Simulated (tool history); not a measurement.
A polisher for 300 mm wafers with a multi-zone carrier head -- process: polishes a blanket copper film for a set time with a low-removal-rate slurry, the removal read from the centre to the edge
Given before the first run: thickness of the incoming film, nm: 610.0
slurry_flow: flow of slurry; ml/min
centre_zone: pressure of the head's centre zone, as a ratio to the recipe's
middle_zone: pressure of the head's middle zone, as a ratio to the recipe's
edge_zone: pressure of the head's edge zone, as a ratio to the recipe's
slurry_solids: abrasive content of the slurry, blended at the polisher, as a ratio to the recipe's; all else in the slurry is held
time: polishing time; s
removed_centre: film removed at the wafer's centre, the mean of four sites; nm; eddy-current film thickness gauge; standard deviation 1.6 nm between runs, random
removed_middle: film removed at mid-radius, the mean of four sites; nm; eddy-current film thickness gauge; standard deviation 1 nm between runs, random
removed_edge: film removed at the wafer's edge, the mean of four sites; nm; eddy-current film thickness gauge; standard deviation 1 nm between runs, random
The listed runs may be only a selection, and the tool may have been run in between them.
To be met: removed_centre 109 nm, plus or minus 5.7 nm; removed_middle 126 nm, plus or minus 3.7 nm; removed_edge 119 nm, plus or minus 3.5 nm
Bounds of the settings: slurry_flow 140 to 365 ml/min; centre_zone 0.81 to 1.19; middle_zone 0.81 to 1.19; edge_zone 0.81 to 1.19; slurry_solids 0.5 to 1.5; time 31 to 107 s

run 1 hour=0 | slurry_flow=235 centre_zone=1 middle_zone=1 edge_zone=1 slurry_solids=1 time=69 | removed_centre=175.72 removed_middle=171.89 removed_edge=172.31
run 2 hour=6.9 | slurry_flow=235 centre_zone=0.94 middle_zone=1 edge_zone=1 slurry_solids=1 time=69 | removed_centre=168.23 removed_middle=171.58 removed_edge=175.37
run 3 hour=13.7 | slurry_flow=235 centre_zone=0.88 middle_zone=1 edge_zone=1 slurry_solids=1 time=69 | removed_centre=157.73 removed_middle=169.34 removed_edge=176.66
run 4 hour=22.6 | slurry_flow=230 centre_zone=0.87 middle_zone=1.01 edge_zone=0.97 slurry_solids=0.9 time=66 | removed_centre=149.79 removed_middle=165.82 removed_edge=162.06
run 5 hour=26.9 | slurry_flow=230 centre_zone=0.87 middle_zone=1.01 edge_zone=0.94 slurry_solids=0.9 time=66 | removed_centre=146.4 removed_middle=161.12 removed_edge=158.1
run 6 hour=28 | slurry_flow=220 centre_zone=0.86 middle_zone=1 edge_zone=0.93 slurry_solids=0.85 time=64 | removed_centre=140.23 removed_middle=154.37 removed_edge=153.16
run 7 hour=32.4 | slurry_flow=220 centre_zone=0.85 middle_zone=1 edge_zone=0.92 slurry_solids=0.8 time=62 | removed_centre=137.69 removed_middle=147.72 removed_edge=145.78
run 8 hour=40.2 | slurry_flow=210 centre_zone=0.84 middle_zone=1.01 edge_zone=0.92 slurry_solids=0.8 time=59 | removed_centre=121.54 removed_middle=139.76 removed_edge=136.83
run 9 hour=45.5 | slurry_flow=200 centre_zone=0.84 middle_zone=1.01 edge_zone=0.9 slurry_solids=0.75 time=59 | removed_centre=122.36 removed_middle=140.66 removed_edge=133.07
run 10 hour=48.9 | slurry_flow=190 centre_zone=0.83 middle_zone=1 edge_zone=0.89 slurry_solids=0.7 time=59 | removed_centre=119.49 removed_middle=135.1 removed_edge=131.71
run 11 hour=54.9 | slurry_flow=185 centre_zone=0.83 middle_zone=1 edge_zone=0.88 slurry_solids=0.65 time=59 | removed_centre=121.44 removed_middle=133.17 removed_edge=128.63
run 12 hour=58.9 | slurry_flow=180 centre_zone=0.83 middle_zone=1 edge_zone=0.88 slurry_solids=0.65 time=58 | removed_centre=115.56 removed_middle=132.65 removed_edge=126.78
run 13 hour=61.2 | slurry_flow=175 centre_zone=0.83 middle_zone=1 edge_zone=0.87 slurry_solids=0.65 time=58 | removed_centre=112.62 removed_middle=131.28 removed_edge=123.71
run 14 hour=69.3 | slurry_flow=170 centre_zone=0.83 middle_zone=1 edge_zone=0.87 slurry_solids=0.65 time=58 | removed_centre=116.4 removed_middle=129.8 removed_edge=125.83

Of the 4 settings listed for the next run, only one would bring every result within its allowed miss of target. Which one?
run A hour=77.4 | slurry_flow=170 centre_zone=0.88 middle_zone=1.01 edge_zone=0.81 slurry_solids=0.55 time=60 | removed_centre=? removed_middle=? removed_edge=?
run B hour=77.4 | slurry_flow=145 centre_zone=0.86 middle_zone=1.05 edge_zone=0.91 slurry_solids=0.6 time=56 | removed_centre=? removed_middle=? removed_edge=?
run C hour=77.4 | slurry_flow=190 centre_zone=0.91 middle_zone=0.9 edge_zone=0.88 slurry_solids=0.6 time=60 | removed_centre=? removed_middle=? removed_edge=?
run D hour=77.4 | slurry_flow=180 centre_zone=1.02 middle_zone=0.94 edge_zone=0.81 slurry_solids=0.5 time=58 | removed_centre=? removed_middle=? removed_edge=?

move=A removed_centre=124.55 removed_middle=133.32 removed_edge=123.66
move=B removed_centre=112.56 removed_middle=126.89 removed_edge=119.76
move=C removed_centre=130.93 removed_middle=124.09 removed_edge=130.51
move=D removed_centre=133.69 removed_middle=120.93 removed_edge=119.07
A: its largest miss is bigger than the last run's
B: every result lands within tolerance
C: its largest miss is bigger than the last run's
D: meets the target for the result that was furthest off, but another lies outside its allowed miss
The move that meets every target is B.

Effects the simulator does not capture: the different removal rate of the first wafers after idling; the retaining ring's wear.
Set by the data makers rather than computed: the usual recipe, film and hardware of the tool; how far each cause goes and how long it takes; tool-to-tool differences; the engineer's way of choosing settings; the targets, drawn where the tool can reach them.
